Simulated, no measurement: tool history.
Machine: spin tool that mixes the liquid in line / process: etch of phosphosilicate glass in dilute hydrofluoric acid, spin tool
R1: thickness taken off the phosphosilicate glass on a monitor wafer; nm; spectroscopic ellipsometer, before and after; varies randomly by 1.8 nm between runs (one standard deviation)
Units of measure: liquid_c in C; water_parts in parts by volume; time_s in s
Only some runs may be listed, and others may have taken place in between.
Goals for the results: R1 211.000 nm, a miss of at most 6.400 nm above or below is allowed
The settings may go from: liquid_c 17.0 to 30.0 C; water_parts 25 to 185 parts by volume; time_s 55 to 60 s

{"run": 1, "hour": 0.0, "liquid_c": 22.0, "water_parts": 105, "time_s": 55, "R1": 95.312}
{"run": 2, "hour": 2.9, "liquid_c": 22.0, "water_parts": 125, "time_s": 55, "R1": 78.331}
{"run": 3, "hour": 8.6, "liquid_c": 20.5, "water_parts": 125, "time_s": 55, "R1": 74.587}
{"run": 4, "hour": 11.5, "liquid_c": 19.0, "water_parts": 125, "time_s": 55, "R1": 68.991}
{"run": 5, "hour": 12.3, "liquid_c": 21.0, "water_parts": 115, "time_s": 55, "R1": 82.603}
{"run": 6, "hour": 15.8, "liquid_c": 22.5, "water_parts": 105, "time_s": 55, "R1": 96.706}
{"run": 7, "hour": 19.1, "liquid_c": 23.5, "water_parts": 95, "time_s": 55, "R1": 113.63}
{"run": 8, "hour": 26.7, "liquid_c": 23.5, "water_parts": 95, "time_s": 55, "R1": 115.81}
{"run": 9, "hour": 34.0, "liquid_c": 24.5, "water_parts": 90, "time_s": 55, "R1": 126.16}
{"run": 10, "hour": 39.4, "liquid_c": 25.5, "water_parts": 85, "time_s": 55, "R1": 136.4}
{"run": 11, "hour": 44.6, "liquid_c": 26.0, "water_parts": 80, "time_s": 55, "R1": 152.36}
{"run": 12, "hour": 53.2, "liquid_c": 26.0, "water_parts": 80, "time_s": 55, "R1": 151.74}

Which single option among these 4 for the next run brings every result within its allowed miss of target? Just one does.
{"run": "A", "hour": 61.8, "liquid_c": 26.5, "water_parts": 65, "time_s": 60, "R1": "?"}
{"run": "B", "hour": 61.8, "liquid_c": 25.0, "water_parts": 65, "time_s": 60, "R1": "?"}
{"run": "C", "hour": 61.8, "liquid_c": 20.5, "water_parts": 55, "time_s": 60, "R1": "?"}
{"run": "D", "hour": 61.8, "liquid_c": 26.5, "water_parts": 70, "time_s": 60, "R1": "?"}

move=A R1=209.310
move=B R1=197.100
move=C R1=195.940
move=D R1=193.030
A: every result within its allowed miss
B: nearer than the last run, and not there yet
C: nearer than the last run, and not there yet
D: nearer than the last run, and not there yet
Go with A: it meets all targets.

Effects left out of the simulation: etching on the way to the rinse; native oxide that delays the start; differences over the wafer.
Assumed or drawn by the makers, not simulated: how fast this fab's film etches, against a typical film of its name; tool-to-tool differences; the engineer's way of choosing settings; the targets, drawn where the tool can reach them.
